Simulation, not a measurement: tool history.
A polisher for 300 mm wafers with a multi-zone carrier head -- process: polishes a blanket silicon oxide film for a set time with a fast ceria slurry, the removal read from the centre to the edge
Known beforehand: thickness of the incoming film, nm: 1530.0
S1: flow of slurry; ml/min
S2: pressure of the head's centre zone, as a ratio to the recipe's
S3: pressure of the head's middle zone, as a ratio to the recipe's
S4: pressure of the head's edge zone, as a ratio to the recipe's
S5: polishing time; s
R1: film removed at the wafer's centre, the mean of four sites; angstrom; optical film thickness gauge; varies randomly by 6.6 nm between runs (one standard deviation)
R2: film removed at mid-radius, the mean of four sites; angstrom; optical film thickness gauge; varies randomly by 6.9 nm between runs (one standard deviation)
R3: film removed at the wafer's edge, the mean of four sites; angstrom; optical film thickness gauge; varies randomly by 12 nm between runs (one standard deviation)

| run | hour | S1 | S2 | S3 | S4 | S5 | R1 | R2 | R3 |
|---|---|---|---|---|---|---|---|---|---|
| 1 | 0 | 230 | 1 | 1 | 1 | 51 | 5262.9 | 5577.8 | 5524 |
| 2 | 6.8 | 230 | 1.04 | 1 | 1 | 51 | 5540.8 | 5562.3 | 5417.9 |
| 3 | 13.5 | 230 | 1.04 | 0.96 | 1 | 51 | 5468 | 5259.7 | 5448.5 |
| 4 | 15.3 | 285 | 1.04 | 0.96 | 1 | 51 | 5717.1 | 5546.4 | 5537.8 |
| 5 | 19.3 | 260 | 1.04 | 0.96 | 1 | 51 | 5622.2 | 5410.2 | 5439.5 |
|  | 24.9 | slurry nozzle cleaned |
| 6 | 24.9 | 260 | 1.04 | 0.96 | 1 | 46 | 5325 | 5111.5 | 5180.1 |
| 7 | 28.8 | 255 | 1.06 | 0.95 | 1.04 | 54 | 6380.8 | 5977.9 | 6373.3 |
| 8 | 35.6 | 265 | 1.09 | 0.96 | 1.08 | 54 | 6598.1 | 6058.5 | 6304.6 |
| 9 | 41.9 | 265 | 1.1 | 0.95 | 1.11 | 56 | 6968.5 | 6262.5 | 6745.3 |

Estimate the outcome of run 10 from the log above:
| 10 | 43.2 | 270 | 1.11 | 0.95 | 1.13 | 57 | ? | ? | ? |

{"run 10": {"R1": 7197.3, "R2": 6332, "R3": 7012.2}}
